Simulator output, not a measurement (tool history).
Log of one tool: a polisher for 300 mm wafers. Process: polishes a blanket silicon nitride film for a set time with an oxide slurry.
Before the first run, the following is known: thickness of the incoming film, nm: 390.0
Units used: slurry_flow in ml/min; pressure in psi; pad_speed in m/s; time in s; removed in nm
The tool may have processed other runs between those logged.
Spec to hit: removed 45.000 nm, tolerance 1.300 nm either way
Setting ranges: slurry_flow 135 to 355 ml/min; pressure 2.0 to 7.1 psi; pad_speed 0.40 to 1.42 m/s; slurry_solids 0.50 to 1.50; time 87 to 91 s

| run | hour | slurry_flow | pressure | pad_speed | slurry_solids | time | removed |
|---|---|---|---|---|---|---|---|
| 1 | 0.0 | 225 | 4.5 | 0.90 | 1.00 | 87 | 64.019 |
| 2 | 8.4 | 225 | 4.5 | 0.90 | 0.85 | 87 | 59.141 |
| 3 | 11.1 | 225 | 4.5 | 0.90 | 0.85 | 87 | 59.261 |
| 4 | 12.3 | 225 | 5.1 | 0.90 | 0.85 | 87 | 64.631 |
| 5 | 13.0 | 225 | 4.7 | 0.90 | 0.85 | 87 | 60.878 |
| 6 | 17.5 | 225 | 4.4 | 0.90 | 0.85 | 87 | 57.540 |
| 7 | 19.8 | 225 | 4.1 | 0.90 | 0.85 | 87 | 54.920 |
| 8 | 23.4 | 225 | 3.9 | 0.90 | 0.85 | 87 | 52.390 |
| 9 | 31.2 | 225 | 3.7 | 0.90 | 0.85 | 87 | 50.704 |
| 10 | 31.9 | 225 | 3.6 | 0.90 | 0.85 | 87 | 50.197 |
| 11 | 37.9 | 225 | 3.5 | 0.90 | 0.85 | 87 | 49.253 |
| 12 | 43.1 | 225 | 3.4 | 0.90 | 0.85 | 87 | 48.791 |
| 13 | 49.4 | 225 | 3.3 | 0.90 | 0.85 | 87 | 47.481 |
| 14 | 52.2 | 225 | 3.3 | 0.90 | 0.85 | 87 | 47.810 |
| 15 | 60.7 | 225 | 3.2 | 0.90 | 0.85 | 87 | 46.937 |

4 next moves are on the table. One of them brings every result within its allowed miss. Which?
| A | 69.2 | 245 | 3.1 | 0.96 | 0.75 | 87 | ? |
| B | 69.2 | 225 | 2.9 | 0.94 | 0.85 | 91 | ? |
| C | 69.2 | 200 | 3.5 | 0.90 | 0.85 | 88 | ? |
| D | 69.2 | 220 | 3.9 | 1.00 | 0.65 | 87 | ? |

| move | removed |
|---|---|
| A | 45.105 |
| B | 47.020 |
| C | 48.827 |
| D | 49.434 |
A: all results in spec
B: neither nearer nor further off than the last run
C: its largest miss is bigger than the last run's
D: its largest miss is bigger than the last run's
The move that meets every target is A.

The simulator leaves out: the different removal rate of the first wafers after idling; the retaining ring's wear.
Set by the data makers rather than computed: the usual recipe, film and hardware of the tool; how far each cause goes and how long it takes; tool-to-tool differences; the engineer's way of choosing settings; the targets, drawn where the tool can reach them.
